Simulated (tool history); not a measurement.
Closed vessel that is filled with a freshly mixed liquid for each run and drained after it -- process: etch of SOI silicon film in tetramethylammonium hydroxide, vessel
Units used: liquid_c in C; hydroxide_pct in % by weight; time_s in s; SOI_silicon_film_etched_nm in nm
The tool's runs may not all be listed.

Run 1, hour 0.0: liquid_c 67.0 C, hydroxide_pct 8.5 % by weight, time_s 95 s. Result: SOI_silicon_film_etched_nm 648.94 nm.
Run 2, hour 3.7: liquid_c 62.0 C, hydroxide_pct 8.5 % by weight, time_s 95 s. Result: SOI_silicon_film_etched_nm 485.25 nm.
Run 3, hour 7.4: liquid_c 56.5 C, hydroxide_pct 8.5 % by weight, time_s 95 s. Result: SOI_silicon_film_etched_nm 339.41 nm.
Run 4, hour 13.7: liquid_c 62.0 C, hydroxide_pct 8.5 % by weight, time_s 95 s. Result: SOI_silicon_film_etched_nm 478.83 nm.
Run 5, hour 17.1: liquid_c 62.0 C, hydroxide_pct 8.5 % by weight, time_s 105 s. Result: SOI_silicon_film_etched_nm 532.91 nm.
Run 6, hour 22.9: liquid_c 59.5 C, hydroxide_pct 9.0 % by weight, time_s 105 s. Result: SOI_silicon_film_etched_nm 445.34 nm.
Run 7, hour 26.4: liquid_c 59.5 C, hydroxide_pct 9.0 % by weight, time_s 105 s. Result: SOI_silicon_film_etched_nm 444.90 nm.
Run 8, hour 29.4: liquid_c 58.0 C, hydroxide_pct 9.0 % by weight, time_s 105 s. Result: SOI_silicon_film_etched_nm 408.39 nm.

Run 9 is up next; what results do you expect?
Run 9, hour 35.6: liquid_c 57.0 C, hydroxide_pct 9.0 % by weight, time_s 105 s. Result: SOI_silicon_film_etched_nm ?.

SOI_silicon_film_etched_nm: 379.25 nm
